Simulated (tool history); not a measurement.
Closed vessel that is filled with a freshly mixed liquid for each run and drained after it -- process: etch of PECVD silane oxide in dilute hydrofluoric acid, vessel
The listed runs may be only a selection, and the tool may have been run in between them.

| run | hour | temperature setpoint of the liquid (K) | parts of water to one part of 49 % hydrofluoric acid (parts by volume) | time in the liquid (s) | thickness taken off the PECVD silane oxide on a monitor wafer (nm) |
|---|---|---|---|---|---|
| 1 | 0 | 298.15 | 65 | 95 | 36.018 |
| 2 | 3 | 298.15 | 50 | 95 | 48.221 |
| 3 | 7.2 | 298.15 | 50 | 100 | 51.169 |
| 4 | 10.4 | 297.65 | 50 | 100 | 49.049 |
| 5 | 18.6 | 297.15 | 50 | 100 | 48.787 |
| 6 | 22.4 | 297.15 | 50 | 100 | 48.165 |

Run 7 is up next; what results do you expect?
| 7 | 25.9 | 296.65 | 50 | 100 | ? |

Run 7 gave thickness taken off the PECVD silane oxide on a monitor wafer (nm) 47.432.

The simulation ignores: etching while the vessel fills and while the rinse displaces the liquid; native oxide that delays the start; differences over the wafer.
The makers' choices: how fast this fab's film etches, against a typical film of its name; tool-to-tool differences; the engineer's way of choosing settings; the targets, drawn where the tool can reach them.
